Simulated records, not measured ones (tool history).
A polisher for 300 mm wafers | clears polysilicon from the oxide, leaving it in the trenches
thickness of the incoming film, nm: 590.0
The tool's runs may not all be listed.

run,day,flow of slurry (ml/min),pressure of the wafer on the pad (kPa),speed of the pad under the wafer (cm/s),overpolish time after the end point (s),time until the end point was called (s),dishing of a wide line in a test structure (Å)
1,0,300,13.8,78,28,59.384,448.89
2,0.254,325,13.8,78,28,60.662,435.65
3,0.629,330,11.7,70,28,77.056,423.42
4,0.733,280,10.3,64,30,92.627,436.35
5,1.008,280,10.3,64,23,91.426,429.51
6,1.054,215,10.3,64,23,93.095,416.14
7,1.138,230,9,62,26,104.16,407.21

Run 8 comes next. What will it give?
8,1.333,260,9,56,27,?,?

time until the end point was called (s): 116.06
dishing of a wide line in a test structure (Å): 410.18

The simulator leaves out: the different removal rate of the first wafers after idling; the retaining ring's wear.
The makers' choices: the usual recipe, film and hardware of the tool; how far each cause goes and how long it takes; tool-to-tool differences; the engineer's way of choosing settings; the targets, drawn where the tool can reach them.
